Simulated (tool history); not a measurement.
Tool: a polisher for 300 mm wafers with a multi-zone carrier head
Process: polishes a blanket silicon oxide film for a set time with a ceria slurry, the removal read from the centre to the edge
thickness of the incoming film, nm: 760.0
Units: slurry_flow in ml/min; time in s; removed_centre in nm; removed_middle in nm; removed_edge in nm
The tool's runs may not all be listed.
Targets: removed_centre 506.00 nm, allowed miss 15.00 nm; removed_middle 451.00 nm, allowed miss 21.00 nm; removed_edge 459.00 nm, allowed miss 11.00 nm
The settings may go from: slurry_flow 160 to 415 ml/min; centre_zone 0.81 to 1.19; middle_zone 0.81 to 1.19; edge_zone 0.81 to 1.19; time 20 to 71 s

| run | hour | slurry_flow | centre_zone | middle_zone | edge_zone | time | removed_centre | removed_middle | removed_edge |
|---|---|---|---|---|---|---|---|---|---|
| 1 | 0.0 | 265 | 1.00 | 1.00 | 1.00 | 45 | 318.38 | 312.96 | 317.63 |
| 2 | 3.1 | 265 | 1.00 | 0.94 | 1.00 | 45 | 321.20 | 300.76 | 319.51 |
| 3 | 7.3 | 285 | 1.04 | 0.98 | 1.04 | 49 | 367.59 | 341.50 | 353.18 |
| 4 | 9.3 | 285 | 1.04 | 0.98 | 1.04 | 45 | 335.09 | 306.22 | 329.42 |
| 5 | 14.4 | 300 | 1.08 | 1.02 | 1.07 | 49 | 384.18 | 361.59 | 355.36 |
| 6 | 17.0 | 300 | 1.08 | 1.11 | 1.07 | 49 | 381.25 | 380.79 | 361.98 |
| 7 | 21.1 | 300 | 1.10 | 1.08 | 1.10 | 52 | 412.15 | 390.76 | 387.11 |
| 8 | 26.2 | 305 | 1.12 | 1.08 | 1.12 | 54 | 432.84 | 413.75 | 403.92 |
| 9 | 29.3 | 310 | 1.14 | 1.06 | 1.14 | 56 | 463.12 | 418.06 | 424.62 |
| 10 | 35.3 | 320 | 1.15 | 1.06 | 1.15 | 57 | 481.08 | 438.25 | 435.17 |
| 11 | 40.3 | 325 | 1.15 | 1.05 | 1.16 | 58 | 485.50 | 440.44 | 437.90 |

Which of these 5 next moves meets every target?
| A | 45.3 | 330 | 1.07 | 1.08 | 1.09 | 60 | ? | ? | ? |
| B | 45.3 | 390 | 1.15 | 1.11 | 1.14 | 54 | ? | ? | ? |
| C | 45.3 | 240 | 1.11 | 0.99 | 1.00 | 65 | ? | ? | ? |
| D | 45.3 | 405 | 1.19 | 1.10 | 0.93 | 56 | ? | ? | ? |
| E | 45.3 | 415 | 1.19 | 1.12 | 1.06 | 58 | ? | ? | ? |

| move | removed_centre | removed_middle | removed_edge |
|---|---|---|---|
| A | 467.61 | 462.25 | 451.42 |
| B | 459.60 | 431.66 | 417.43 |
| C | 505.81 | 449.41 | 462.53 |
| D | 494.80 | 445.45 | 403.55 |
| E | 513.54 | 469.30 | 437.91 |
A: brings the result that was furthest off to its target, and leaves another outside
B: further off than the last run
C: meets every target
D: further off than the last run
E: as far off as the last run
The right move is C.

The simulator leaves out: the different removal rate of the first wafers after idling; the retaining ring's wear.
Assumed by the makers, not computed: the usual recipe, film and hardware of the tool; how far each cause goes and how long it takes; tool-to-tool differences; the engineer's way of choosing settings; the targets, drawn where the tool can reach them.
